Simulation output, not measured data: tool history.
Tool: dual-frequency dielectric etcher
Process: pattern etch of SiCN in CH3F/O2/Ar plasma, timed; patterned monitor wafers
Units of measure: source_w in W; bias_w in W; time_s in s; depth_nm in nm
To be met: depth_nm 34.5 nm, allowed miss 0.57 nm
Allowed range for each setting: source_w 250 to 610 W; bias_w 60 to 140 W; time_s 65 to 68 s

| run | hour | source_w | bias_w | time_s | depth_nm |
|---|---|---|---|---|---|
| 1 | 0 | 430 | 100 | 65 | 28.96 |
| 2 | 8 | 450 | 101 | 65 | 29.461 |
| 3 | 11.8 | 450 | 101 | 65 | 29.528 |
| 4 | 14.8 | 400 | 101 | 65 | 28.005 |
| 5 | 22.4 | 400 | 101 | 65 | 28.496 |
| 6 | 27.9 | 400 | 87 | 65 | 26.933 |
| 7 | 30.1 | 490 | 107 | 65.5 | 31.122 |
| 8 | 31.4 | 500 | 108 | 65.5 | 31.432 |
| 9 | 34.1 | 510 | 109 | 65.5 | 31.773 |
| 10 | 37.2 | 520 | 110 | 65.5 | 32.487 |
| 11 | 42.5 | 590 | 112 | 65.5 | 33.834 |

Pick the move, out of 5, that brings all results within their allowed miss; only one does.
| A | 47.8 | 610 | 98 | 66 | ? |
| B | 47.8 | 530 | 113 | 67 | ? |
| C | 47.8 | 610 | 106 | 67 | ? |
| D | 47.8 | 610 | 93 | 66.5 | ? |
| E | 47.8 | 560 | 113 | 65.5 | ? |

| move | depth_nm |
|---|---|
| A | 32.906 |
| B | 33.491 |
| C | 34.367 |
| D | 32.541 |
| E | 33.377 |
A: misses by more than the last run did
B: misses by more than the last run did
C: every result within its allowed miss
D: misses by more than the last run did
E: misses by more than the last run did
C is the move that brings every result within its allowed miss.
